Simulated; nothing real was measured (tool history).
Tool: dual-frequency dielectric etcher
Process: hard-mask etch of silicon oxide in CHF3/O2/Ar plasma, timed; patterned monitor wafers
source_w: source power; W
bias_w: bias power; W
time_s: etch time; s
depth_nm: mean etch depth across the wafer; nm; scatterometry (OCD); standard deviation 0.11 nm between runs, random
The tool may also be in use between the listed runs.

run,day,source_w,bias_w,time_s,depth_nm
1,0,860,185,27,62.346
2,0.079,940,185,27,64.827
3,0.446,940,185,28,67.133
4,0.5,840,169,28,62.687
5,0.767,890,169,28,64.501
6,0.842,800,157,28,60.639
7,1,730,148,28,57.257
8,1.371,550,138,28,48.829

For run 9, what comes out?
9,1.5,550,138,28,?

{"run 9": {"depth_nm": 48.928}}

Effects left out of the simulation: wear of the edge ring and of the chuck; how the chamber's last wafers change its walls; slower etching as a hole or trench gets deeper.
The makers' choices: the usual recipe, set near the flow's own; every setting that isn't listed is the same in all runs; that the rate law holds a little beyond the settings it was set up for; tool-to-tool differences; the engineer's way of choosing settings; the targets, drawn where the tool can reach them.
